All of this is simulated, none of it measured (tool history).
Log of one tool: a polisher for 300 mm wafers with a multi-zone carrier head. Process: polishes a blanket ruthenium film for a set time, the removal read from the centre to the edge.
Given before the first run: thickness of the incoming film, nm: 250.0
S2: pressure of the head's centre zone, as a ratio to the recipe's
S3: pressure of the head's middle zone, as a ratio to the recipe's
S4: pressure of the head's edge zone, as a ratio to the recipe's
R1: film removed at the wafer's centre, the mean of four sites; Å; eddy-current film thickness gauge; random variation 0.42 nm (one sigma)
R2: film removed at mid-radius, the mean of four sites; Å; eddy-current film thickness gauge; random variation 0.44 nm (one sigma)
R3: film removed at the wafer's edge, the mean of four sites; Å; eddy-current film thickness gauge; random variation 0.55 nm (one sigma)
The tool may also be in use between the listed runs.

{"run": 1, "hour": 0.0, "flow of slurry (ml/min)": 310, "S2": 1.0, "S3": 1.0, "S4": 1.0, "polishing time (s)": 86, "R1": 656.28, "R2": 641.96, "R3": 641.79}
{"run": 2, "hour": 1.5, "flow of slurry (ml/min)": 315, "S2": 1.01, "S3": 1.0, "S4": 0.98, "polishing time (s)": 84, "R1": 649.53, "R2": 622.41, "R3": 636.57}
{"run": 3, "hour": 5.5, "flow of slurry (ml/min)": 305, "S2": 1.03, "S3": 1.02, "S4": 0.96, "polishing time (s)": 81, "R1": 639.18, "R2": 607.64, "R3": 589.19}
{"run": 4, "hour": 13.8, "flow of slurry (ml/min)": 305, "S2": 1.03, "S3": 1.02, "S4": 1.03, "polishing time (s)": 81, "R1": 634.22, "R2": 618.89, "R3": 626.35}
{"run": 5, "hour": 17.4, "flow of slurry (ml/min)": 300, "S2": 1.03, "S3": 1.02, "S4": 1.01, "polishing time (s)": 80, "R1": 623.14, "R2": 607.86, "R3": 593.22}
{"run": 6, "hour": 24.4, "flow of slurry (ml/min)": 290, "S2": 1.03, "S3": 1.02, "S4": 0.99, "polishing time (s)": 79, "R1": 621.49, "R2": 597.47, "R3": 581.22}

Run 7, settings as shown, results not yet in. Your forecast:
{"run": 7, "hour": 31.1, "flow of slurry (ml/min)": 280, "S2": 1.03, "S3": 1.02, "S4": 0.97, "polishing time (s)": 78, "R1": "?", "R2": "?", "R3": "?"}

For run 7 the tool returned R1 606.57 Å, R2 598.07 Å, R3 560.41 Å.

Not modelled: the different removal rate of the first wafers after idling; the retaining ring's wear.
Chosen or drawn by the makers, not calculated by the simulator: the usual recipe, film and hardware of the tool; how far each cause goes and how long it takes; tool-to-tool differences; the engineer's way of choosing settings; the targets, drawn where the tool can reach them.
